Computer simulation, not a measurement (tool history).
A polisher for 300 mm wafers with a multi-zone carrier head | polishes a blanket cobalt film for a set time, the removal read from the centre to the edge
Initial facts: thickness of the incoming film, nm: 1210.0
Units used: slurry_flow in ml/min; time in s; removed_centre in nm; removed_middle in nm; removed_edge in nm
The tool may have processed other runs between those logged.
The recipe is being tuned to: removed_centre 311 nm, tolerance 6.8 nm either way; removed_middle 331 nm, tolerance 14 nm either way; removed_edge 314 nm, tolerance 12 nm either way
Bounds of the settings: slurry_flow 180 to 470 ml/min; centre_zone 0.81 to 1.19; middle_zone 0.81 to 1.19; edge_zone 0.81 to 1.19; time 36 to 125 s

| run | day | slurry_flow | centre_zone | middle_zone | edge_zone | time | removed_centre | removed_middle | removed_edge |
|---|---|---|---|---|---|---|---|---|---|
| 1 | 0 | 300 | 1 | 1 | 1 | 80 | 262.44 | 260.65 | 255.03 |
| 2 | 0.3 | 310 | 1.01 | 1.04 | 1.05 | 83 | 278.34 | 285.21 | 277.48 |
| 3 | 0.596 | 345 | 1.01 | 1.04 | 1.05 | 83 | 286.47 | 286.53 | 277.12 |
| 4 | 0.725 | 345 | 1.01 | 1.09 | 1.05 | 83 | 281.86 | 296.98 | 276.98 |
| 5 | 0.775 | 345 | 0.95 | 1.09 | 1.05 | 83 | 263.78 | 297.65 | 272.19 |
| 6 | 1.096 | 355 | 0.98 | 1.11 | 1.09 | 84 | 279.08 | 302.37 | 281.42 |
| 7 | 1.329 | 350 | 0.99 | 1.12 | 1.11 | 86 | 288.09 | 318.47 | 293.13 |
| 8 | 1.358 | 360 | 1 | 1.12 | 1.13 | 87 | 297.61 | 317.05 | 298.02 |

Which one of the following 5 next-run settings gets every result inside its allowed miss? There is exactly one.
| A | 1.388 | 355 | 0.94 | 1.13 | 1.15 | 89 | ? | ? | ? |
| B | 1.388 | 350 | 0.91 | 1.1 | 1.12 | 92 | ? | ? | ? |
| C | 1.388 | 410 | 0.98 | 1.06 | 1.06 | 93 | ? | ? | ? |
| D | 1.388 | 380 | 1.05 | 1.09 | 1.12 | 91 | ? | ? | ? |
| E | 1.388 | 385 | 1.06 | 1.01 | 1.16 | 90 | ? | ? | ? |

| move | removed_centre | removed_middle | removed_edge |
|---|---|---|---|
| A | 282.62 | 332.7 | 305.17 |
| B | 282.15 | 335.55 | 311.55 |
| C | 313.38 | 334.43 | 311.96 |
| D | 325.83 | 332.26 | 310.47 |
| E | 325.68 | 308.4 | 312.49 |
A: lands further from the targets than the last run did
B: lands further from the targets than the last run did
C: all results land within tolerance of their targets
D: moves the result that the last run missed by most past its target, out the other side
E: moves the result that the last run missed by most past its target, out the other side
The move that meets every target is C.

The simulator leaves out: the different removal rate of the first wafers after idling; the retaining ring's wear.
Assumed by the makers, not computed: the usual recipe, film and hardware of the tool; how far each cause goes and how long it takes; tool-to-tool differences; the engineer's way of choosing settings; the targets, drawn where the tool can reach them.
